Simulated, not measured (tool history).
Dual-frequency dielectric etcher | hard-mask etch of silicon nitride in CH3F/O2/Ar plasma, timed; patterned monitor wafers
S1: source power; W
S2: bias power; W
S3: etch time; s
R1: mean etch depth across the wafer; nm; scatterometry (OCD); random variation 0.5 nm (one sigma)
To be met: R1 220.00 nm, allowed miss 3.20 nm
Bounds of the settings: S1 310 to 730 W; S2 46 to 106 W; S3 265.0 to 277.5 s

run 1 day=0.000 | S1=520 S2=76 S3=265.0 | R1=195.64
run 2 day=0.250 | S1=590 S2=76 S3=265.0 | R1=206.21
run 3 day=0.317 | S1=590 S2=70 S3=265.0 | R1=197.72
run 4 day=0.425 | S1=510 S2=70 S3=265.0 | R1=186.33
run 5 day=0.558 | S1=570 S2=70 S3=265.0 | R1=194.16
run 6 day=0.654 | S1=590 S2=71 S3=265.0 | R1=198.28
run 7 day=0.783 | S1=610 S2=71 S3=265.0 | R1=201.35
run 8 day=0.954 | S1=630 S2=71 S3=265.0 | R1=203.68

Which of these 4 next moves meets every target?
run A day=1.125 | S1=620 S2=90 S3=265.0 | R1=?
run B day=1.125 | S1=670 S2=78 S3=267.5 | R1=?
run C day=1.125 | S1=650 S2=58 S3=277.5 | R1=?
run D day=1.125 | S1=620 S2=73 S3=271.0 | R1=?

move=A R1=227.75
move=B R1=220.30
move=C R1=193.84
move=D R1=209.62
A: takes the result that was furthest off past its target
B: meets every target
C: further off than the last run
D: nearer than the last run, and not there yet
The right move is B.
